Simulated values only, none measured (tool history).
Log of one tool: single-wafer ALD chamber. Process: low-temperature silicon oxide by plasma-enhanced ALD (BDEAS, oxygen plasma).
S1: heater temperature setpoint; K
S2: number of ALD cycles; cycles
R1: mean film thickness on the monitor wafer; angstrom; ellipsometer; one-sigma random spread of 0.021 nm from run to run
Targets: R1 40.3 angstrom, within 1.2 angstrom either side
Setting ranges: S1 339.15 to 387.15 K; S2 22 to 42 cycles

run	hour	S1	S2	R1
1	0	363.15	32	49.248
2	0.9	363.15	28	43.19
3	9.4	357.15	28	44.074
4	17.8	347.15	28	45.647
# hour 24.4: thermocouple changed; heater temperature recalibrated
5	24.4	352.15	28	44.425
6	26.3	353.15	27	42.742
7	34.4	354.15	27	42.353
8	39.9	355.15	27	42.586
9	45.1	356.15	27	42.561
10	46.2	357.15	27	42.552
11	47.6	358.15	27	41.968
12	54.8	358.15	27	42.053
13	55.4	359.15	27	42.234

Consider the 5 candidate settings below. Which is the only one whose results all fall within their allowed miss of target?
A	56	360.15	28	?
B	56	359.15	28	?
C	56	361.15	28	?
D	56	351.15	29	?
E	56	360.15	26	?

move	R1
A	43.241
B	43.372
C	43.11
D	46.01
E	40.152
A: its largest miss is bigger than the last run's
B: its largest miss is bigger than the last run's
C: its largest miss is bigger than the last run's
D: its largest miss is bigger than the last run's
E: each result inside its tolerance
E meets every target.

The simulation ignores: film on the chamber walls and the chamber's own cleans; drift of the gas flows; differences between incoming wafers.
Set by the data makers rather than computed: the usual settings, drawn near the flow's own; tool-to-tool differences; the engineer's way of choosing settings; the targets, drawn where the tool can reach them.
